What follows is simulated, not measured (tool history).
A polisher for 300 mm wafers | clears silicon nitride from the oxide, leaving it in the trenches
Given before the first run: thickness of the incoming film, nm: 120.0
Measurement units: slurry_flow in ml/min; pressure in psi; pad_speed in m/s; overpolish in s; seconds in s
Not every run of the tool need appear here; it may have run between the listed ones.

run	hour	slurry_flow	pressure	pad_speed	overpolish	seconds
1	0	275	3	1.08	26	91.486
2	6.5	275	3	1.22	26	85.396
3	14	275	3.1	1.22	26	82.368
4	15.9	275	2.8	1.22	26	88.102
5	20.3	275	2.9	1.24	26	84.214
6	26.9	275	2.9	1.24	28	86.977
7	35.6	275	3	1.24	28	84.914

Run 8 has not been measured yet. What should we expect?
8	41.7	275	3	1.24	28	?

seconds: 82.875 s

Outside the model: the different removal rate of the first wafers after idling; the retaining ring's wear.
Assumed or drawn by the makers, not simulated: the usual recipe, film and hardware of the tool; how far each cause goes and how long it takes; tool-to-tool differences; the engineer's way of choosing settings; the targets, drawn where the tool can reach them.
